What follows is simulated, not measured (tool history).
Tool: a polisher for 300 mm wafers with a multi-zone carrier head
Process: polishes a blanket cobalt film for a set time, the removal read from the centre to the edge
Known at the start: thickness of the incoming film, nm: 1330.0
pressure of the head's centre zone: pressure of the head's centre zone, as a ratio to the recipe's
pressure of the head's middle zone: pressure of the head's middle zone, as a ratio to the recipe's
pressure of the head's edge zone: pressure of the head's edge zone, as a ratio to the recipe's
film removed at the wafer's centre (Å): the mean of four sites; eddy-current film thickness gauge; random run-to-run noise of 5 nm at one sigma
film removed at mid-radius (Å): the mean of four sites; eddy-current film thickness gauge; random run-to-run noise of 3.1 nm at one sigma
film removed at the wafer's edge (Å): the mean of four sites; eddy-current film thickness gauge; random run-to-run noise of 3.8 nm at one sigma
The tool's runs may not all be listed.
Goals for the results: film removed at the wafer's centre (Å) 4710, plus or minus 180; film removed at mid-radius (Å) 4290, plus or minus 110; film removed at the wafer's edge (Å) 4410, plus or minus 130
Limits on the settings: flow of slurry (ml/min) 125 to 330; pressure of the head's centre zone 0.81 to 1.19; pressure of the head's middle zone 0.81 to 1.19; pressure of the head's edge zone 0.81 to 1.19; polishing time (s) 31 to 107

run	hour	flow of slurry (ml/min)	pressure of the head's centre zone	pressure of the head's middle zone	pressure of the head's edge zone	polishing time (s)	film removed at the wafer's centre (Å)	film removed at mid-radius (Å)	film removed at the wafer's edge (Å)
1	0	210	1	1	1	69	3776	3828.4	3866.2
2	4.2	210	1	1	1.08	69	3821.5	3780.4	3978.5
3	7.7	245	1	1	1.08	69	3847.7	3837	4037.2
4	16.4	250	1.03	1.01	1.1	70	4000.5	3982.5	4069.8
5	20.2	250	1.05	1.01	1.11	71	4186.9	4019.6	4261.7
6	22.1	255	1.07	1.02	1.11	71	4271.3	4077.5	4220
7	23.9	260	1.08	1.02	1.12	71	4382.9	4062.9	4283
8	28.5	265	1.09	1.03	1.12	71	4331.3	4086.6	4285
9	35.8	270	1.11	1.04	1.12	71	4492.6	4194.7	4269.6
10	40.8	275	1.12	1.04	1.13	71	4475	4189	4240
11	42.1	275	1.12	1.04	1.13	71	4600.1	4111.3	4209.1
12	48.5	275	1.12	1.04	1.14	71	4571.7	4146.1	4317.1
13	52.5	280	1.12	1.04	1.14	71	4540.2	4158	4262.2
14	54.5	280	1.12	1.04	1.14	71	4467	4164.1	4315.9
15	57.7	280	1.13	1.04	1.14	71	4557.3	4167.9	4299
16	62.8	280	1.13	1.04	1.15	71	4581.3	4226.6	4324
17	64	280	1.14	1.04	1.16	71	4638.5	4194.3	4365.2

Pick the move, out of 5, that brings all results within their allowed miss; only one does.
A	65.2	320	1.15	1.01	1.19	70	?	?	?
B	65.2	295	1.13	0.99	1.19	71	?	?	?
C	65.2	245	1.18	1.08	1.19	72	?	?	?
D	65.2	275	1.17	0.98	1.13	72	?	?	?
E	65.2	275	1.04	1.06	1.19	73	?	?	?

move	film removed at the wafer's centre (Å)	film removed at mid-radius (Å)	film removed at the wafer's edge (Å)
A	4607	4060.7	4357.2
B	4550.2	4017.9	4393.8
C	4711.1	4293.5	4379.3
D	4739	4009.1	4313.5
E	4269.8	4346.6	4487.6
A: misses by more than the last run did
B: misses by more than the last run did
C: all results in spec
D: misses by more than the last run did
E: the worst result of the last run now meets its target, but another is out of spec
C meets every target.
